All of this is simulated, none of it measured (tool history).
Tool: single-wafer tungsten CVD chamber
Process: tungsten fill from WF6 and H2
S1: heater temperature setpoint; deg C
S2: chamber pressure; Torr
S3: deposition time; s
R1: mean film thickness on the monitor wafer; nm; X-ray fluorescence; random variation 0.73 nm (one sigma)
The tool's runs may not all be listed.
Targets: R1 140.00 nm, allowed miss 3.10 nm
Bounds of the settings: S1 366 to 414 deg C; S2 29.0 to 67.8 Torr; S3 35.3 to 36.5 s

run	hour	S1	S2	S3	R1
1	0.0	390	48.4	35.3	102.23
2	2.8	395	48.4	35.3	109.85
3	10.2	397	48.6	35.3	113.45
4	12.4	399	48.7	35.3	118.03
5	18.9	399	48.7	36.5	122.35
6	25.5	400	48.8	36.5	124.74
7	26.8	401	48.9	36.5	127.74
8	34.0	402	48.9	36.5	129.31

4 next moves are on the table. One of them brings every result within its allowed miss. Which?
A	41.2	410	44.3	36.5	?
B	41.2	397	46.6	36.5	?
C	41.2	402	44.8	35.3	?
D	41.2	401	45.4	36.5	?

move	R1
A	137.65
B	114.80
C	118.20
D	121.07
A: meets every target
B: further off than the last run
C: further off than the last run
D: further off than the last run
The right move is A.

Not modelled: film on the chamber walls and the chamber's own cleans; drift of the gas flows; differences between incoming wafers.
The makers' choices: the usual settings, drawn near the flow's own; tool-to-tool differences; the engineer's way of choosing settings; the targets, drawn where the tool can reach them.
